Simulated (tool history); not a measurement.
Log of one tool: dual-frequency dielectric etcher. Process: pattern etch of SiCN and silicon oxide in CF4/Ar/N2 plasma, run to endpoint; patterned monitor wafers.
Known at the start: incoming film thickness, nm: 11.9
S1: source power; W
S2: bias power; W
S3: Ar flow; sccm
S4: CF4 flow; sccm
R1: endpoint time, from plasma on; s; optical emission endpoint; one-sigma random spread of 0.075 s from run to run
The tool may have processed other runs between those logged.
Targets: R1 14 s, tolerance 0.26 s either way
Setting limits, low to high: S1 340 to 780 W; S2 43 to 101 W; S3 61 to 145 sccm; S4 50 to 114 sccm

run,hour,S1,S2,S3,S4,R1
1,0,560,72,103,82,9.6235
2,4.9,520,72,103,82,10.32
3,10.9,470,71,103,82,11.543
4,15.8,470,71,113,82,11.722
5,22.1,450,71,113,82,12.285
6,28.9,450,71,132,82,12.61
7,32,440,71,132,82,12.935
8,36.6,440,71,132,82,12.713
9,44.7,430,71,132,82,12.964
10,52,420,71,132,82,13.362
11,59.9,420,71,132,82,13.455

Exercise: of the 4 proposed moves below, exactly one satisfies all targets within the stated allowed misses. Which move is it?
A,67.8,450,60,122,86,?
B,67.8,440,57,133,74,?
C,67.8,380,69,111,92,?
D,67.8,420,69,137,106,?

move,R1
A,12.962
B,14.078
C,14.513
D,13.065
A: its largest miss is bigger than the last run's
B: each result inside its tolerance
C: carries the result that was furthest off beyond its target, to the other side
D: its largest miss is bigger than the last run's
The move that meets every target is B.
